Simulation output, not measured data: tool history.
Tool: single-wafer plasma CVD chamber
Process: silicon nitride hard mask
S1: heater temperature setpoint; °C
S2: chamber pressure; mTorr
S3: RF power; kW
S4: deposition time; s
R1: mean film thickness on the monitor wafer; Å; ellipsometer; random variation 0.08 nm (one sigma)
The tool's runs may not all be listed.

run  hour   S1    S2     S3    S4      R1
  1     0  425  1270  0.235  49.4  426.99
  2   5.4  432  1270  0.235  49.4  428.56
  3  12.8  432  1270  0.235  49.4  427.28
  4  13.9  432  1150  0.235  49.4  406.46
  5    15  432  1070  0.235  49.4   389.9
  6  22.7  426  1070  0.235  49.4  390.93
  7  28.7  426  1010  0.235  49.4  378.35
  8  34.7  426   970  0.235  49.4  368.36

The next listed run, before its measurement:
  9  42.5  426  940  0.235  49.4   ?

Run 9 gave R1 359.23 Å.
